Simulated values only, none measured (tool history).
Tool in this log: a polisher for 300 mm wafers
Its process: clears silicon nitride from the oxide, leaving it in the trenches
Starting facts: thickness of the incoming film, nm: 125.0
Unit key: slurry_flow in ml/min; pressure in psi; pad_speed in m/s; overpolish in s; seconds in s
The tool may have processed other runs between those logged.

run	hour	slurry_flow	pressure	pad_speed	overpolish	seconds
1	0	175	3	0.76	11	216.39
2	0.8	175	3	0.86	11	193.54
3	4.3	175	3	0.86	11	194.21
4	7.8	175	3.3	0.86	11	179.53
5	8.6	175	3.3	0.86	8	186.46
6	12.2	175	3	0.82	8	203.03
7	13	175	2.7	0.8	8	224.69
8	14.7	175	2.5	0.78	8	237.27
9	23.2	175	2.3	0.76	8	258.57
10	25.6	175	2.1	0.74	8	272.35

For run 11, what comes out?
11	32.9	175	2	0.72	8	?

seconds: 279.69 s

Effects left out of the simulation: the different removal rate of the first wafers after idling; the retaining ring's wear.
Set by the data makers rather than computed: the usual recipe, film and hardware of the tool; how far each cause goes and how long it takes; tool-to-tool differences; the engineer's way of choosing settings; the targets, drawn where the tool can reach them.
